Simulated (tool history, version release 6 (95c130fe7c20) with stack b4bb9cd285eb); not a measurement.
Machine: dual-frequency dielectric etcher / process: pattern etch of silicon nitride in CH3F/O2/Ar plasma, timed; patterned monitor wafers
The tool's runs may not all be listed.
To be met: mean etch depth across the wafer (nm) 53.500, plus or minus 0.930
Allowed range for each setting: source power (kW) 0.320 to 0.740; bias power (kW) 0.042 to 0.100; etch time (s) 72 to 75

| run | hour | source power (kW) | bias power (kW) | etch time (s) | mean etch depth across the wafer (nm) |
|---|---|---|---|---|---|
| 1 | 0.0 | 0.530 | 0.071 | 72 | 60.411 |
| 2 | 0.7 | 0.470 | 0.071 | 72 | 56.875 |
| 3 | 5.3 | 0.460 | 0.071 | 72 | 56.503 |
| 4 | 9.4 | 0.460 | 0.081 | 72 | 59.613 |
| 5 | 11.1 | 0.510 | 0.081 | 72 | 61.929 |
| 6 | 14.8 | 0.430 | 0.081 | 72 | 58.487 |
| 7 | 16.9 | 0.410 | 0.080 | 72 | 56.620 |
|  | 21.9 | bias power generator calibrated |
| 8 | 21.9 | 0.400 | 0.080 | 72 | 56.403 |
| 9 | 28.0 | 0.320 | 0.078 | 72 | 51.388 |

Which single option among these 5 for the next run brings every result within its allowed miss of target? Just one does.
| A | 34.1 | 0.350 | 0.079 | 72 | ? |
| B | 34.1 | 0.320 | 0.076 | 72 | ? |
| C | 34.1 | 0.330 | 0.082 | 75 | ? |
| D | 34.1 | 0.330 | 0.088 | 74 | ? |
| E | 34.1 | 0.330 | 0.086 | 74 | ? |

| move | mean etch depth across the wafer (nm) |
|---|---|
| A | 53.604 |
| B | 50.965 |
| C | 55.358 |
| D | 56.160 |
| E | 55.652 |
A: hits every target within its allowed miss
B: lands further from the targets than the last run did
C: the result that was furthest off in the last run now lies on the other side of its target
D: the result that was furthest off in the last run now lies on the other side of its target
E: the result that was furthest off in the last run now lies on the other side of its target
The move that meets every target is A.
